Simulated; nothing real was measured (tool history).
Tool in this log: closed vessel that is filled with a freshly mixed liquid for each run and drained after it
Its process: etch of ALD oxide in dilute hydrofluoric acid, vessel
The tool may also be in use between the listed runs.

run	hour	temperature setpoint of the liquid (C)	parts of water to one part of 49 % hydrofluoric acid (parts by volume)	time in the liquid (s)	thickness taken off the ALD oxide on a monitor wafer (Å)
1	0	25	235	100	75.318
2	3.4	28	235	100	83.936
3	5.3	26.5	240	100	78.401
4	9.4	25	240	100	73.844
5	12.1	26.5	240	100	78.529
6	13.6	26.5	195	100	101.18
7	15.5	25	205	100	89.431

The next listed run, before its measurement:
8	23.1	24	210	100	?

Run 8 gave thickness taken off the ALD oxide on a monitor wafer (Å) 84.2.
